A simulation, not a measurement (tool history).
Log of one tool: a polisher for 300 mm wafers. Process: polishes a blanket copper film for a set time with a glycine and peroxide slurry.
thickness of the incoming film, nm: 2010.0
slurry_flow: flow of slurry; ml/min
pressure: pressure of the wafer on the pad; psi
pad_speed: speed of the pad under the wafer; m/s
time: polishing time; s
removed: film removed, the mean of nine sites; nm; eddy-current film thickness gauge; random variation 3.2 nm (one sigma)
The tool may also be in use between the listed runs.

{"run": 1, "hour": 0.0, "slurry_flow": 285, "pressure": 2.1, "pad_speed": 0.82, "time": 78, "removed": 223.26}
{"run": 2, "hour": 2.9, "slurry_flow": 285, "pressure": 1.8, "pad_speed": 0.82, "time": 78, "removed": 201.34}
{"run": 3, "hour": 4.1, "slurry_flow": 285, "pressure": 2.0, "pad_speed": 0.82, "time": 78, "removed": 216.8}
{"run": 4, "hour": 12.4, "slurry_flow": 285, "pressure": 2.0, "pad_speed": 0.82, "time": 78, "removed": 216.48}
{"run": 5, "hour": 20.3, "slurry_flow": 225, "pressure": 2.0, "pad_speed": 0.82, "time": 78, "removed": 211.88}
{"hour": 25.1, "done": "worn pad replaced by a new one"}
{"run": 6, "hour": 25.1, "slurry_flow": 225, "pressure": 2.0, "pad_speed": 0.9, "time": 78, "removed": 240.12}
{"run": 7, "hour": 26.9, "slurry_flow": 225, "pressure": 2.1, "pad_speed": 0.9, "time": 78, "removed": 249.91}

Run 8 comes next. What will it give?
{"run": 8, "hour": 28.6, "slurry_flow": 225, "pressure": 2.2, "pad_speed": 0.9, "time": 78, "removed": "?"}

{"run 8": {"removed": 259.8}}

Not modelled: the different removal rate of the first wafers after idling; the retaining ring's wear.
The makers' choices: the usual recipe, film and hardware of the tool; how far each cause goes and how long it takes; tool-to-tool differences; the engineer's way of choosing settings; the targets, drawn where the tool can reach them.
